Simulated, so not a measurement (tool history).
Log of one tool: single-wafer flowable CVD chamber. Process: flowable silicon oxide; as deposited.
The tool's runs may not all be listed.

run  hour  heater temperature setpoint (°C)  chamber pressure (mTorr)  RF power (W)  deposition time (s)  mean film thickness on the monitor wafer (Å)
  1   0.0                               105                       729          1715                  830                                        4004.8
  2   7.7                               110                       729          1715                  830                                        3339.8
  3  12.5                               110                       729          1715                  856                                        3459.7
  4  19.1                               110                       729          1715                  856                                        3459.6
  5  23.1                               110                       729          1575                  856                                        3400.8
  6  26.1                               111                       729          1575                  856                                        3271.6
  7  29.2                               112                       729          1575                  856                                        3178.7

For run 8, what comes out?
  8  37.0                               112                       729          1575                  856                                             ?

{"run 8": {"mean film thickness on the monitor wafer (Å)": 3198.6}}
